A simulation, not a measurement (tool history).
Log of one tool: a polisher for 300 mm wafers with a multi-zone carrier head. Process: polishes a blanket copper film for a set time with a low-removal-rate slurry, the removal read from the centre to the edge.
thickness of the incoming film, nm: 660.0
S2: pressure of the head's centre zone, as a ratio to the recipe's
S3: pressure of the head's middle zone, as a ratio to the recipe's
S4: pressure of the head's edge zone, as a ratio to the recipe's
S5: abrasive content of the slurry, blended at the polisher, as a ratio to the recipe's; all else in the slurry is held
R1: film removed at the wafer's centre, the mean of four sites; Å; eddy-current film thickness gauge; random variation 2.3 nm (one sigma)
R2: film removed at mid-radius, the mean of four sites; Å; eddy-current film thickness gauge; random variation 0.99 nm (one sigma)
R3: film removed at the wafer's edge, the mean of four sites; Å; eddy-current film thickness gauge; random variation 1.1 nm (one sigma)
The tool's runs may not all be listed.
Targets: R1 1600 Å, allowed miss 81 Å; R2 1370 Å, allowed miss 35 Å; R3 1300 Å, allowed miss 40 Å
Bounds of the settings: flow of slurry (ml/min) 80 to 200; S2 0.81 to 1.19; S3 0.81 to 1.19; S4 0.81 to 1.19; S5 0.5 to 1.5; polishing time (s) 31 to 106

{"run": 1, "hour": 0.0, "flow of slurry (ml/min)": 130, "S2": 1, "S3": 1, "S4": 1, "S5": 1, "polishing time (s)": 68, "R1": 1626.4, "R2": 1572.5, "R3": 1599.4}
{"run": 2, "hour": 2.0, "flow of slurry (ml/min)": 125, "S2": 1.01, "S3": 1, "S4": 0.98, "S5": 0.95, "polishing time (s)": 68, "R1": 1601.1, "R2": 1542.9, "R3": 1563.1}
{"run": 3, "hour": 5.0, "flow of slurry (ml/min)": 125, "S2": 1.03, "S3": 1, "S4": 0.96, "S5": 0.9, "polishing time (s)": 68, "R1": 1618.9, "R2": 1539.7, "R3": 1526.8}
{"run": 4, "hour": 5.9, "flow of slurry (ml/min)": 125, "S2": 1.03, "S3": 1, "S4": 0.96, "S5": 0.9, "polishing time (s)": 55, "R1": 1270.2, "R2": 1245.7, "R3": 1224.2}
{"run": 5, "hour": 7.2, "flow of slurry (ml/min)": 130, "S2": 1.05, "S3": 1, "S4": 0.96, "S5": 0.9, "polishing time (s)": 55, "R1": 1354.6, "R2": 1268.1, "R3": 1239.9}
{"run": 6, "hour": 11.8, "flow of slurry (ml/min)": 135, "S2": 1.06, "S3": 1, "S4": 0.96, "S5": 0.9, "polishing time (s)": 55, "R1": 1381.5, "R2": 1271.1, "R3": 1245.7}
{"run": 7, "hour": 15.3, "flow of slurry (ml/min)": 140, "S2": 1.06, "S3": 1, "S4": 0.96, "S5": 0.9, "polishing time (s)": 55, "R1": 1368.4, "R2": 1272.5, "R3": 1272.6}
{"run": 8, "hour": 20.7, "flow of slurry (ml/min)": 145, "S2": 1.08, "S3": 1.01, "S4": 0.95, "S5": 0.9, "polishing time (s)": 55, "R1": 1427.7, "R2": 1304, "R3": 1272.2}

Which of these 5 next moves meets every target?
{"run": "A", "hour": 26.1, "flow of slurry (ml/min)": 125, "S2": 1.15, "S3": 0.87, "S4": 0.88, "S5": 0.8, "polishing time (s)": 61, "R1": "?", "R2": "?", "R3": "?"}
{"run": "B", "hour": 26.1, "flow of slurry (ml/min)": 145, "S2": 1.19, "S3": 1.04, "S4": 0.92, "S5": 0.85, "polishing time (s)": 55, "R1": "?", "R2": "?", "R3": "?"}
{"run": "C", "hour": 26.1, "flow of slurry (ml/min)": 155, "S2": 0.97, "S3": 1.05, "S4": 0.94, "S5": 0.9, "polishing time (s)": 53, "R1": "?", "R2": "?", "R3": "?"}
{"run": "D", "hour": 26.1, "flow of slurry (ml/min)": 200, "S2": 1.09, "S3": 0.95, "S4": 0.84, "S5": 0.75, "polishing time (s)": 59, "R1": "?", "R2": "?", "R3": "?"}
{"run": "E", "hour": 26.1, "flow of slurry (ml/min)": 175, "S2": 1.19, "S3": 1.02, "S4": 1.02, "S5": 0.8, "polishing time (s)": 53, "R1": "?", "R2": "?", "R3": "?"}

move=A R1=1573.4 R2=1202.2 R3=1297.4
move=B R1=1536.1 R2=1317.4 R3=1234.6
move=C R1=1288.5 R2=1312.9 R3=1226.8
move=D R1=1596.4 R2=1354.9 R3=1295.7
move=E R1=1523.4 R2=1279.5 R3=1268.2
A: brings the result that was furthest off to its target, and leaves another outside
B: brings the result that was furthest off to its target, and leaves another outside
C: further off than the last run
D: meets every target
E: brings the result that was furthest off to its target, and leaves another outside
Answer: D
